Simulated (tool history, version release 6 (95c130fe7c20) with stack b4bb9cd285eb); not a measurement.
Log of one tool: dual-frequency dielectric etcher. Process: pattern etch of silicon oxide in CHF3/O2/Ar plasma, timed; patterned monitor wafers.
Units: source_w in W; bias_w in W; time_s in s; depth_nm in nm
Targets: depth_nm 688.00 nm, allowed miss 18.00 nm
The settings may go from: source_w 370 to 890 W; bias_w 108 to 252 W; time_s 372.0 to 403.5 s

run	day	source_w	bias_w	time_s	depth_nm
1	0.000	630	180	403.5	839.22
2	0.183	630	193	403.5	849.37
3	0.458	600	187	399.0	817.62
4	0.562	600	214	399.0	835.12
5	0.758	680	214	399.0	890.53
6	0.904	680	225	399.0	906.50
7	1.183	640	219	395.0	862.12
8	1.529	600	215	392.0	819.27
9	1.671	570	213	390.5	794.19
10	1.983	550	212	389.5	776.92
11	2.188	530	211	388.5	754.62
# day 2.383: wet clean of the chamber
12	2.383	530	211	388.5	780.64
13	2.475	510	208	386.0	755.53
14	2.733	490	207	385.0	735.97
15	2.975	480	206	384.5	723.79

Which of these 5 next moves meets every target?
A	3.217	460	183	385.0	?
B	3.217	490	241	403.5	?
C	3.217	510	189	403.5	?
D	3.217	480	209	391.0	?
E	3.217	490	226	386.0	?

move	depth_nm
A	690.25
B	791.76
C	774.28
D	737.06
E	747.81
A: meets every target
B: further off than the last run
C: further off than the last run
D: further off than the last run
E: further off than the last run
Move A is the one to make.
